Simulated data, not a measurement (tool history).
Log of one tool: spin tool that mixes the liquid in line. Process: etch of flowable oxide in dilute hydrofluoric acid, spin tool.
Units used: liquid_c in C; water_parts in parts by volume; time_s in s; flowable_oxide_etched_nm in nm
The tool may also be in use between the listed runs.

run 1 hour=0 | liquid_c=23 water_parts=280 time_s=265 | flowable_oxide_etched_nm=17.978
run 2 hour=7 | liquid_c=23 water_parts=220 time_s=265 | flowable_oxide_etched_nm=24.013
run 3 hour=9.3 | liquid_c=23 water_parts=320 time_s=265 | flowable_oxide_etched_nm=14.979
run 4 hour=13.7 | liquid_c=25 water_parts=275 time_s=265 | flowable_oxide_etched_nm=19.4
-- hour=17.7 thermometer replaced
run 5 hour=17.7 | liquid_c=26.5 water_parts=240 time_s=265 | flowable_oxide_etched_nm=22.958
run 6 hour=19 | liquid_c=26.5 water_parts=240 time_s=290 | flowable_oxide_etched_nm=25.259

For run 7, what comes out?
run 7 hour=21 | liquid_c=27 water_parts=215 time_s=290 | flowable_oxide_etched_nm=?

Run 7 gave flowable_oxide_etched_nm 29.076 nm.
